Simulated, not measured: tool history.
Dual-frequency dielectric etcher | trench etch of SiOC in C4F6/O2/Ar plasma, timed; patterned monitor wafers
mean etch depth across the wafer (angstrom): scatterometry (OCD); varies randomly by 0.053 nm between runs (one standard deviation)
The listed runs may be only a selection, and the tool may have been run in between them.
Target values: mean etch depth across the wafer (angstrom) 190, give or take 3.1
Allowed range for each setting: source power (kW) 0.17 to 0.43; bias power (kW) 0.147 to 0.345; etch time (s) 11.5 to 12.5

run    day  source power (kW)  bias power (kW)  etch time (s)  mean etch depth across the wafer (angstrom)
  1      0                0.3            0.246           12.5                                       225.09
  2  0.175                0.3            0.246           12.5                                       224.77
  3  0.354               0.27            0.243           12.5                                       210.28
  4  0.488               0.24            0.243           12.5                                       194.39
  5  0.858               0.24            0.209           12.5                                        184.4
  6  0.975               0.29            0.209           12.5                                       209.33
  7  1.121               0.28            0.208           12.5                                        204.5
  8  1.204               0.27            0.208           12.5                                       198.82
  9  1.504               0.27            0.208           12.5                                       199.65

Pick the move, out of 5, that brings all results within their allowed miss; only one does.
  A  1.804               0.26            0.218             12                                            ?
  B  1.804               0.26            0.222           11.5                                            ?
  C  1.804               0.35            0.165             12                                            ?
  D  1.804               0.28            0.225           12.5                                            ?
  E  1.804               0.28            0.207           12.5                                            ?

move  mean etch depth across the wafer (angstrom)
   A                                       190.97
   B                                       184.17
   C                                       208.53
   D                                       210.82
   E                                       204.92
A: in spec on every target
B: moves the result that the last run missed by most past its target, out the other side
C: its largest miss is bigger than the last run's
D: its largest miss is bigger than the last run's
E: its largest miss is bigger than the last run's
So the answer is move A, the one that meets all the targets.
